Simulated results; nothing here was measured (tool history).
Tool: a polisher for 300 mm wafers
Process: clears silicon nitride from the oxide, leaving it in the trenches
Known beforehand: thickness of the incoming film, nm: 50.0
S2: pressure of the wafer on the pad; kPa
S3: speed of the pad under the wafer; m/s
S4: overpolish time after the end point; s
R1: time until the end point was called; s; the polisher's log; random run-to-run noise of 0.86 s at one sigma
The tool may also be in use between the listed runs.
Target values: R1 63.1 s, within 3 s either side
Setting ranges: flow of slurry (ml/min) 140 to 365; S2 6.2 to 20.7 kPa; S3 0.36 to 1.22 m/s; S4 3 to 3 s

Run 1, hour 0: flow of slurry (ml/min) 235, S2 13.1 kPa, S3 0.78 m/s, S4 3 s. Result: R1 98.389 s.
Run 2, hour 2.7: flow of slurry (ml/min) 235, S2 13.1 kPa, S3 0.88 m/s, S4 3 s. Result: R1 88.788 s.
Run 3, hour 6.2: flow of slurry (ml/min) 235, S2 13.1 kPa, S3 1.06 m/s, S4 3 s. Result: R1 76.516 s.
Run 4, hour 9.8: flow of slurry (ml/min) 235, S2 9.7 kPa, S3 1.06 m/s, S4 3 s. Result: R1 90.648 s.
Run 5, hour 10.4: flow of slurry (ml/min) 235, S2 11 kPa, S3 1.08 m/s, S4 3 s. Result: R1 83.933 s.
At hour 16.6: head pressure recalibrated.
Run 6, hour 16.6: flow of slurry (ml/min) 235, S2 11.7 kPa, S3 1.08 m/s, S4 3 s. Result: R1 84.224 s.
Run 7, hour 25.4: flow of slurry (ml/min) 235, S2 13.1 kPa, S3 1.1 m/s, S4 3 s. Result: R1 77.8 s.
Run 8, hour 29.2: flow of slurry (ml/min) 235, S2 13.8 kPa, S3 1.12 m/s, S4 3 s. Result: R1 74.895 s.

Next run, 4 choices. One meets every target within its allowed miss, the rest don't. Which?
Run A, hour 33: flow of slurry (ml/min) 230, S2 15.9 kPa, S3 1.22 m/s, S4 3 s. Result: R1 ?.
Run B, hour 33: flow of slurry (ml/min) 195, S2 13.1 kPa, S3 1.06 m/s, S4 3 s. Result: R1 ?.
Run C, hour 33: flow of slurry (ml/min) 265, S2 13.8 kPa, S3 0.9 m/s, S4 3 s. Result: R1 ?.
Run D, hour 33: flow of slurry (ml/min) 225, S2 10.3 kPa, S3 1.2 m/s, S4 3 s. Result: R1 ?.

move      R1
   A  65.357
   B  84.297
   C  89.149
   D  85.632
A: each result inside its tolerance
B: the biggest miss grows against the last run
C: the biggest miss grows against the last run
D: the biggest miss grows against the last run
A is the move that brings every result within its allowed miss.
